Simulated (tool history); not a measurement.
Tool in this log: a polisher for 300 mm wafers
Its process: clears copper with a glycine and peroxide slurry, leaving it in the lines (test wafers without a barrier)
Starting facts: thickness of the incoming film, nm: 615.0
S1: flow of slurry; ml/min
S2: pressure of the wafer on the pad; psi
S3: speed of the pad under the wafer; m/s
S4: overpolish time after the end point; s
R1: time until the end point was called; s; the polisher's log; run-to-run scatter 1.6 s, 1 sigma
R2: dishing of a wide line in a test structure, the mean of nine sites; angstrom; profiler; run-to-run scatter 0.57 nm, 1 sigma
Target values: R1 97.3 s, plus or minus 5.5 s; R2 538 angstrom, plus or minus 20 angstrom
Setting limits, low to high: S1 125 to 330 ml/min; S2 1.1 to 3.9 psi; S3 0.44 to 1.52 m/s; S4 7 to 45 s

run,hour,S1,S2,S3,S4,R1,R2
1,0,210,2.5,0.98,23,114.43,623.72
2,8.7,210,2.8,0.98,23,103.73,676.67
3,11.9,165,2.8,0.98,23,108.57,658.57
4,19.6,165,2.8,0.98,18,107.75,548.42
5,24.3,165,2.8,0.98,28,105.97,734.26
6,29.9,165,3.2,0.98,28,97.374,786.84
7,35.8,170,3.2,0.98,27,99.287,764.55
8,36.5,170,3.2,0.98,26,98.721,735.29
9,41.7,170,3.2,0.98,25,96.355,736.81
10,50.3,170,3.2,0.98,24,97.439,726.8
11,53.3,170,3.2,1,23,95.945,706.04

Which single option among these 5 for the next run brings every result within its allowed miss of target? Just one does.
A,56.3,155,3.6,0.9,16,?,?
B,56.3,160,3,1.06,32,?,?
C,56.3,125,3.1,0.96,17,?,?
D,56.3,170,3.7,0.86,36,?,?
E,56.3,185,3.6,1.02,28,?,?

move,R1,R2
A,97.492,552.96
B,96.44,843.79
C,108.09,533.36
D,97.546,908.66
E,84.957,848.6
A: each result inside its tolerance
B: misses by more than the last run did
C: gets the furthest-off result to its target, but another result is out of tolerance
D: misses by more than the last run did
E: misses by more than the last run did
The move that meets every target is A.

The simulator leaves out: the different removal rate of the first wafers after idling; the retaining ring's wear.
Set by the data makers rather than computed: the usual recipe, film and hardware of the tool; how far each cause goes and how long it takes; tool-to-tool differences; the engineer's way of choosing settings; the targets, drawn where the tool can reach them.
